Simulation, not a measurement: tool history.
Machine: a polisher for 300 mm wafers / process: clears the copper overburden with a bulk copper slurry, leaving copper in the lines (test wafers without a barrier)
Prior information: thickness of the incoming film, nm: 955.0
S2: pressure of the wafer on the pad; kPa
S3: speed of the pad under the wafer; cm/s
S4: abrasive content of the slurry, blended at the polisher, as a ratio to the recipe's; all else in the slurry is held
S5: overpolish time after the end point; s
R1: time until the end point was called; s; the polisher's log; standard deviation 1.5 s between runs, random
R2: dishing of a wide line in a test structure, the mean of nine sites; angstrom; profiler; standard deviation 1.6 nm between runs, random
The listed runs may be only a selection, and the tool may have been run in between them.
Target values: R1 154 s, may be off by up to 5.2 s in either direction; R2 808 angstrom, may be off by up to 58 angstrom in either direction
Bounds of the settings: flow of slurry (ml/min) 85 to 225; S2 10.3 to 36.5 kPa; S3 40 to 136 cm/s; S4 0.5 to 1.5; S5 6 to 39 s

run 1 day=0 | flow_of_slurry_(ml/min)=145 S2=23.4 S3=88 S4=1 S5=20 | R1=82.236 R2=1188.9
run 2 day=0.171 | flow_of_slurry_(ml/min)=145 S2=23.4 S3=88 S4=1 S5=17 | R1=81.989 R2=1064.2
run 3 day=0.479 | flow_of_slurry_(ml/min)=140 S2=21.4 S3=88 S4=1 S5=18 | R1=89.973 R2=1045.4
run 4 day=0.55 | flow_of_slurry_(ml/min)=135 S2=19.3 S3=88 S4=1 S5=19 | R1=98.827 R2=979.66
run 5 day=0.712 | flow_of_slurry_(ml/min)=135 S2=14.5 S3=88 S4=1 S5=19 | R1=130.97 R2=816.29
run 6 day=0.908 | flow_of_slurry_(ml/min)=135 S2=13.8 S3=88 S4=1 S5=20 | R1=133.96 R2=786.48
run 7 day=0.95 | flow_of_slurry_(ml/min)=115 S2=11 S3=86 S4=1 S5=27 | R1=171.15 R2=811.68
run 8 day=1.046 | flow_of_slurry_(ml/min)=120 S2=11 S3=86 S4=1 S5=26 | R1=167.96 R2=776.84
run 9 day=1.342 | flow_of_slurry_(ml/min)=125 S2=11 S3=86 S4=1 S5=26 | R1=167.6 R2=778.43
run 10 day=1.479 | flow_of_slurry_(ml/min)=130 S2=11 S3=86 S4=1 S5=26 | R1=167.24 R2=822.23
run 11 day=1.646 | flow_of_slurry_(ml/min)=130 S2=11 S3=86 S4=1 S5=25 | R1=164.53 R2=785.4
run 12 day=1.733 | flow_of_slurry_(ml/min)=135 S2=11 S3=86 S4=1 S5=25 | R1=166.43 R2=768.2

Next run, 5 choices. One meets every target within its allowed miss, the rest don't. Which?
run A day=1.821 | flow_of_slurry_(ml/min)=150 S2=12.4 S3=74 S4=1.05 S5=36 | R1=? R2=?
run B day=1.821 | flow_of_slurry_(ml/min)=135 S2=11 S3=88 S4=0.95 S5=20 | R1=? R2=?
run C day=1.821 | flow_of_slurry_(ml/min)=170 S2=11 S3=78 S4=0.85 S5=30 | R1=? R2=?
run D day=1.821 | flow_of_slurry_(ml/min)=100 S2=11 S3=104 S4=0.8 S5=25 | R1=? R2=?
run E day=1.821 | flow_of_slurry_(ml/min)=150 S2=16.5 S3=58 S4=1 S5=20 | R1=? R2=?

move=A R1=170.66 R2=958.64
move=B R1=166.5 R2=664.72
move=C R1=183.62 R2=811.97
move=D R1=157.83 R2=796.79
move=E R1=169.11 R2=688.51
A: its largest miss is bigger than the last run's
B: as far off as the last run
C: its largest miss is bigger than the last run's
D: hits every target within its allowed miss
E: its largest miss is bigger than the last run's
The move that meets every target is D.
